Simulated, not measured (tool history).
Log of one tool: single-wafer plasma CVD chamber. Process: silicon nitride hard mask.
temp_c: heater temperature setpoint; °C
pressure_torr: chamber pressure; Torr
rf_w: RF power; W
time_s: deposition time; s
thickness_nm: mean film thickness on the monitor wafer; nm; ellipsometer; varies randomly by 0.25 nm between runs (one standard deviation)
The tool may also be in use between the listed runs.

run  hour  temp_c  pressure_torr  rf_w  time_s  thickness_nm
  1   0.0     390           1.40   285    64.0        79.138
  2   1.0     390           1.26   285    64.0        75.484
  3   9.4     390           1.15   285    64.0        72.188
  4  15.7     390           0.90   285    64.0        61.973
  5  21.1     390           1.19   290    64.0        74.769
  6  27.6     390           1.19   325    64.0        82.486
  7  29.9     390           1.32   325    64.0        86.761

Expected results for the next run?
  8  37.3     390           1.42   325    64.0             ?

{"run 8": {"thickness_nm": 89.099}}

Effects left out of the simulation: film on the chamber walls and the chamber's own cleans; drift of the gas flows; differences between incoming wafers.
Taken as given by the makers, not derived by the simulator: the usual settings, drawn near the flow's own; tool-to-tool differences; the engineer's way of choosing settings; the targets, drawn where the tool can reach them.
